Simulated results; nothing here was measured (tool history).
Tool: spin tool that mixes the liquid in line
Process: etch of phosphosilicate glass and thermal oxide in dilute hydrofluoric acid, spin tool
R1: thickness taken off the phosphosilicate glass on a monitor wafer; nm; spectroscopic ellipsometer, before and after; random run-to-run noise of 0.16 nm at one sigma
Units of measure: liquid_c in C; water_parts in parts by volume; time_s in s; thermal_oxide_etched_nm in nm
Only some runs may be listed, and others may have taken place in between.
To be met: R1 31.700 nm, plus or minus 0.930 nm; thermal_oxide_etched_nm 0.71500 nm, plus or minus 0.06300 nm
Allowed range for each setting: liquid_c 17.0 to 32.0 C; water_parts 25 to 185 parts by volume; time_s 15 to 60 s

run 1 hour=0.0 | liquid_c=24.0 water_parts=105 time_s=30 | R1=51.112 thermal_oxide_etched_nm=1.09430
run 2 hour=1.0 | liquid_c=23.0 water_parts=105 time_s=30 | R1=49.106 thermal_oxide_etched_nm=1.08990
run 3 hour=7.2 | liquid_c=23.0 water_parts=105 time_s=35 | R1=57.298 thermal_oxide_etched_nm=1.32490
run 4 hour=15.6 | liquid_c=20.5 water_parts=105 time_s=35 | R1=51.758 thermal_oxide_etched_nm=1.14970
run 5 hour=23.0 | liquid_c=20.5 water_parts=105 time_s=30 | R1=44.413 thermal_oxide_etched_nm=0.98848
run 6 hour=27.0 | liquid_c=20.5 water_parts=125 time_s=30 | R1=36.461 thermal_oxide_etched_nm=0.86022
run 7 hour=34.4 | liquid_c=20.0 water_parts=125 time_s=30 | R1=35.708 thermal_oxide_etched_nm=0.82136
run 8 hour=36.9 | liquid_c=19.5 water_parts=125 time_s=30 | R1=34.977 thermal_oxide_etched_nm=0.76341

5 next moves are on the table. One of them brings every result within its allowed miss. Which?
run A hour=39.4 | liquid_c=19.5 water_parts=100 time_s=25 | R1=? thermal_oxide_etched_nm=?
run B hour=39.4 | liquid_c=20.5 water_parts=140 time_s=30 | R1=? thermal_oxide_etched_nm=?
run C hour=39.4 | liquid_c=18.0 water_parts=105 time_s=30 | R1=? thermal_oxide_etched_nm=?
run D hour=39.4 | liquid_c=19.5 water_parts=120 time_s=30 | R1=? thermal_oxide_etched_nm=?
run E hour=39.4 | liquid_c=23.0 water_parts=165 time_s=30 | R1=? thermal_oxide_etched_nm=?

move=A R1=37.781 thermal_oxide_etched_nm=0.85394
move=B R1=32.361 thermal_oxide_etched_nm=0.73143
move=C R1=40.329 thermal_oxide_etched_nm=0.91153
move=D R1=36.997 thermal_oxide_etched_nm=0.83622
move=E R1=29.537 thermal_oxide_etched_nm=0.66762
A: further off than the last run
B: each result inside its tolerance
C: further off than the last run
D: further off than the last run
E: pushes the last run's worst result past its target
B meets every target.
